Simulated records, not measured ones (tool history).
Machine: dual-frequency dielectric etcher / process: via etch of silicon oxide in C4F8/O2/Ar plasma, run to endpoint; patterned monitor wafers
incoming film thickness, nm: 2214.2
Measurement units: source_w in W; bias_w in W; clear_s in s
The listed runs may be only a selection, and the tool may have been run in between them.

run,hour,source_w,bias_w,clear_s
1,0.0,2200,2511,384.97
2,8.4,2200,2211,399.70
3,10.3,1920,2211,420.35
4,11.5,1920,2487,406.14
5,15.1,2020,2512,397.24
6,16.0,1730,2512,417.64

Run 7 has not been measured yet. What should we expect?
7,18.9,1840,2543,?

clear_s: 409.55 s

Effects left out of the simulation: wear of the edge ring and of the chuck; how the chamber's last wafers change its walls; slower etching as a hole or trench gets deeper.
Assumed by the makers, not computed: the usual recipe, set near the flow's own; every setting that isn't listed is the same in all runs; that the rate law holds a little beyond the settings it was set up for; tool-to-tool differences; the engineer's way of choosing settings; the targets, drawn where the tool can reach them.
